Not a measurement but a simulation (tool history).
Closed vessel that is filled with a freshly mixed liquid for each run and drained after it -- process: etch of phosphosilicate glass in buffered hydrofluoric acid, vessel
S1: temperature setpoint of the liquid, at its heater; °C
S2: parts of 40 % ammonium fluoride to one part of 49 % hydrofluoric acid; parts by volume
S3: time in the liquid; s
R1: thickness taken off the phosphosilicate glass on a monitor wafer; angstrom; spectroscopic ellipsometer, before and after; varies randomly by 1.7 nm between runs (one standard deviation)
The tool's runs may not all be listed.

{"run": 1, "hour": 0.0, "S1": 22, "S2": 21.5, "S3": 95, "R1": 1269}
{"run": 2, "hour": 5.4, "S1": 24, "S2": 21.5, "S3": 95, "R1": 1411}
{"run": 3, "hour": 11.5, "S1": 24, "S2": 21.5, "S3": 100, "R1": 1476.1}
{"run": 4, "hour": 12.8, "S1": 26, "S2": 20, "S3": 100, "R1": 1754.8}
{"run": 5, "hour": 16.7, "S1": 27, "S2": 19.5, "S3": 100, "R1": 1899.6}
{"run": 6, "hour": 22.1, "S1": 27, "S2": 19.5, "S3": 95, "R1": 1777.8}
{"run": 7, "hour": 28.6, "S1": 28, "S2": 19, "S3": 95, "R1": 1926.3}

Run 8 is up next; what results do you expect?
{"run": 8, "hour": 35.5, "S1": 28.5, "S2": 18.5, "S3": 95, "R1": "?"}

Run 8 came out at R1 2070.1 angstrom.
